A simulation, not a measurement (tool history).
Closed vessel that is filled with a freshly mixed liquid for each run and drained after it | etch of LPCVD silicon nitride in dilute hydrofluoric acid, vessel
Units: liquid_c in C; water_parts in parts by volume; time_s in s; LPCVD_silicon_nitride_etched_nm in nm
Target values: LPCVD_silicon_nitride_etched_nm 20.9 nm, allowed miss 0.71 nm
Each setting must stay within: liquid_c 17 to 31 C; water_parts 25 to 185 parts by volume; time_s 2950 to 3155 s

| run | day | liquid_c | water_parts | time_s | LPCVD_silicon_nitride_etched_nm |
|---|---|---|---|---|---|
| 1 | 0 | 23 | 105 | 2950 | 14.346 |
| 2 | 0.279 | 23 | 140 | 2950 | 11.012 |
| 3 | 0.612 | 24.5 | 135 | 2950 | 12.608 |
| 4 | 0.688 | 25.5 | 135 | 2950 | 13.192 |
| 5 | 0.779 | 25.5 | 135 | 2950 | 13.303 |
| 6 | 1.175 | 26.5 | 130 | 2950 | 14.802 |
| 7 | 1.292 | 27.5 | 130 | 2950 | 15.53 |
| 8 | 1.442 | 28 | 130 | 2950 | 16.488 |
| 9 | 1.662 | 28.5 | 130 | 2950 | 16.822 |
| 10 | 2.012 | 29 | 130 | 2950 | 17.211 |
| 11 | 2.417 | 29.5 | 130 | 2950 | 17.731 |
| 12 | 2.562 | 30 | 130 | 2950 | 18.065 |
| 13 | 2.696 | 30.5 | 125 | 2955 | 19.452 |

Exactly one of the 4 candidate moves below puts every result within its allowed miss. Which one?
| A | 2.829 | 28 | 115 | 3100 | ? |
| B | 2.829 | 30 | 130 | 2955 | ? |
| C | 2.829 | 31 | 140 | 3035 | ? |
| D | 2.829 | 30.5 | 125 | 3080 | ? |

| move | LPCVD_silicon_nitride_etched_nm |
|---|---|
| A | 19.314 |
| B | 18.443 |
| C | 18.683 |
| D | 20.629 |
A: further off than the last run
B: further off than the last run
C: further off than the last run
D: every result within its allowed miss
Answer: D
